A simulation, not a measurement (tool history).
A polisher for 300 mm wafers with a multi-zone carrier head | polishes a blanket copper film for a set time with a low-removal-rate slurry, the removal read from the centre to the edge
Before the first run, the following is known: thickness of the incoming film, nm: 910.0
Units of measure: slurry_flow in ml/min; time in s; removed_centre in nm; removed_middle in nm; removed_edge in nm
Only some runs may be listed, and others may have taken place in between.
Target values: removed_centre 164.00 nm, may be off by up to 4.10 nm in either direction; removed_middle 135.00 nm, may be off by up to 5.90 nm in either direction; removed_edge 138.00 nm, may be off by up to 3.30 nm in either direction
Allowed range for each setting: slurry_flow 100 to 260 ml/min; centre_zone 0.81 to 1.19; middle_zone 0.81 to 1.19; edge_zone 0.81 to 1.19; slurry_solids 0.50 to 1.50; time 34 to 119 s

run 1 hour=0.0 | slurry_flow=165 centre_zone=1.00 middle_zone=1.00 edge_zone=1.00 slurry_solids=1.00 time=76 | removed_centre=127.89 removed_middle=124.63 removed_edge=124.54
run 2 hour=6.4 | slurry_flow=185 centre_zone=1.04 middle_zone=1.00 edge_zone=1.02 slurry_solids=1.00 time=76 | removed_centre=136.42 removed_middle=128.79 removed_edge=127.47
run 3 hour=10.0 | slurry_flow=185 centre_zone=1.04 middle_zone=1.00 edge_zone=1.02 slurry_solids=1.15 time=76 | removed_centre=139.11 removed_middle=135.57 removed_edge=133.18
run 4 hour=14.8 | slurry_flow=200 centre_zone=1.07 middle_zone=0.97 edge_zone=1.02 slurry_solids=1.15 time=76 | removed_centre=144.18 removed_middle=135.06 removed_edge=134.38
run 5 hour=16.8 | slurry_flow=160 centre_zone=1.07 middle_zone=0.97 edge_zone=1.02 slurry_solids=1.15 time=76 | removed_centre=139.30 removed_middle=127.21 removed_edge=130.46
run 6 hour=23.5 | slurry_flow=160 centre_zone=1.07 middle_zone=1.05 edge_zone=1.02 slurry_solids=1.15 time=76 | removed_centre=138.64 removed_middle=132.29 removed_edge=129.42
run 7 hour=28.2 | slurry_flow=180 centre_zone=1.10 middle_zone=1.02 edge_zone=1.03 slurry_solids=1.15 time=76 | removed_centre=144.24 removed_middle=135.25 removed_edge=131.20
run 8 hour=32.1 | slurry_flow=190 centre_zone=1.13 middle_zone=0.98 edge_zone=1.04 slurry_solids=1.15 time=76 | removed_centre=152.73 removed_middle=130.82 removed_edge=132.17

Consider the 4 candidate settings below. Which is the only one whose results all fall within their allowed miss of target?
run A hour=36.0 | slurry_flow=150 centre_zone=1.15 middle_zone=0.86 edge_zone=1.16 slurry_solids=1.15 time=78 | removed_centre=? removed_middle=? removed_edge=?
run B hour=36.0 | slurry_flow=175 centre_zone=1.16 middle_zone=0.94 edge_zone=0.99 slurry_solids=1.25 time=80 | removed_centre=? removed_middle=? removed_edge=?
run C hour=36.0 | slurry_flow=200 centre_zone=1.19 middle_zone=0.91 edge_zone=0.96 slurry_solids=1.30 time=76 | removed_centre=? removed_middle=? removed_edge=?
run D hour=36.0 | slurry_flow=205 centre_zone=1.18 middle_zone=0.95 edge_zone=1.01 slurry_solids=1.10 time=73 | removed_centre=? removed_middle=? removed_edge=?

move=A removed_centre=152.70 removed_middle=120.65 removed_edge=140.25
move=B removed_centre=165.85 removed_middle=138.19 removed_edge=137.83
move=C removed_centre=166.78 removed_middle=131.88 removed_edge=132.13
move=D removed_centre=154.35 removed_middle=127.01 removed_edge=126.08
A: about as far from the targets as the last run
B: in spec on every target
C: corrects the largest miss of the last run, while another result sits out of spec
D: further off than the last run
So the answer is move B, the one that meets all the targets.

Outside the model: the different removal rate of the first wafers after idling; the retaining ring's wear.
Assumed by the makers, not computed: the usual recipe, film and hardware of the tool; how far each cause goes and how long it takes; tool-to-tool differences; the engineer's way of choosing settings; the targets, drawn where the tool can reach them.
